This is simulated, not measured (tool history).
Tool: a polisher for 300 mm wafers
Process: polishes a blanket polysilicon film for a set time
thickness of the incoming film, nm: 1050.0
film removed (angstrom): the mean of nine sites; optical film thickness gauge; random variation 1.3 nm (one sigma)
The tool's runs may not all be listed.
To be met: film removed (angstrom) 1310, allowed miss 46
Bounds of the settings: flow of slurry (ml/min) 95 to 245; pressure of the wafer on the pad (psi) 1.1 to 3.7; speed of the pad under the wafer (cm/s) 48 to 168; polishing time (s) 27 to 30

| run | hour | flow of slurry (ml/min) | pressure of the wafer on the pad (psi) | speed of the pad under the wafer (cm/s) | polishing time (s) | film removed (angstrom) |
|---|---|---|---|---|---|---|
| 1 | 0 | 155 | 2.4 | 108 | 30 | 2268.4 |
| 2 | 5.4 | 155 | 2.8 | 108 | 30 | 2684.5 |
| 3 | 11.4 | 155 | 2.8 | 108 | 30 | 2635.5 |
| 4 | 19.2 | 155 | 2.5 | 108 | 30 | 2385.4 |
| 5 | 21.2 | 155 | 2.5 | 108 | 27 | 2182 |
| 6 | 28.7 | 155 | 2.7 | 108 | 27 | 2321.3 |
| 7 | 30.8 | 155 | 2.5 | 108 | 27 | 2152.8 |
| 8 | 33.2 | 155 | 2.5 | 108 | 27 | 2146.8 |

Which of these 5 next moves meets every target?
| A | 35.6 | 135 | 1.7 | 88 | 29 | ? |
| B | 35.6 | 140 | 1.6 | 90 | 27 | ? |
| C | 35.6 | 155 | 1.9 | 76 | 27 | ? |
| D | 35.6 | 155 | 2.5 | 58 | 27 | ? |
| E | 35.6 | 140 | 2.3 | 80 | 27 | ? |

| move | film removed (angstrom) |
|---|---|
| A | 1292.1 |
| B | 1171.8 |
| C | 1176.3 |
| D | 1166 |
| E | 1447.1 |
A: meets every target
B: takes the result that was furthest off past its target
C: takes the result that was furthest off past its target
D: takes the result that was furthest off past its target
E: nearer than the last run, and not there yet
Move A is the one to make.
